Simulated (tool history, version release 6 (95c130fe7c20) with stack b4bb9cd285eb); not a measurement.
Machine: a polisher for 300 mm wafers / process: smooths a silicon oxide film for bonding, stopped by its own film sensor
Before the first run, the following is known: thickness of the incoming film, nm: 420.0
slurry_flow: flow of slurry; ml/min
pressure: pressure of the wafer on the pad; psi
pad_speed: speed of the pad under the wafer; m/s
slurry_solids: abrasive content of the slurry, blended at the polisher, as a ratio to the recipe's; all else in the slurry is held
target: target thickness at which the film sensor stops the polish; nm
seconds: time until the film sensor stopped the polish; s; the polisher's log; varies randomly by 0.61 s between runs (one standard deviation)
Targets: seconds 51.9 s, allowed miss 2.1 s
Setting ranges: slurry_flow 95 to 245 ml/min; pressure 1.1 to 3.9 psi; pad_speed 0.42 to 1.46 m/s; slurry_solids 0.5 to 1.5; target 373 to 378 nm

run,hour,slurry_flow,pressure,pad_speed,slurry_solids,target,seconds
1,0,155,2.5,0.94,1,373,71.568
2,7.2,155,2.5,0.94,1,373,70.218
3,14.2,160,2.7,0.94,1,373,66.292
4,22.8,160,2.9,0.94,1,373,63.962
5,30,160,3.1,0.94,1,373,61.862
6,37.7,160,2.7,0.94,1,373,66.306
7,39.7,170,2.9,0.94,1,373,62.862
8,48.6,175,3,0.94,1,373,59.481
9,55.9,195,3.3,0.94,1,373,54.942
10,59.9,200,3.4,0.94,1,373,54.875

5 next moves are on the table. One of them brings every result within its allowed miss. Which?
A,63.9,220,2.6,1.28,1.05,378,?
B,63.9,190,3.7,1.04,0.95,375,?
C,63.9,235,3.9,0.7,0.8,378,?
D,63.9,195,3.2,1,1,373,?
E,63.9,210,3.4,1,1,373,?

move,seconds
A,47.304
B,48.244
C,59.708
D,55.589
E,52.616
A: moves the result that the last run missed by most past its target, out the other side
B: moves the result that the last run missed by most past its target, out the other side
C: moves away from the targets compared with the last run
D: moves away from the targets compared with the last run
E: each result inside its tolerance
Move E is the one to make.
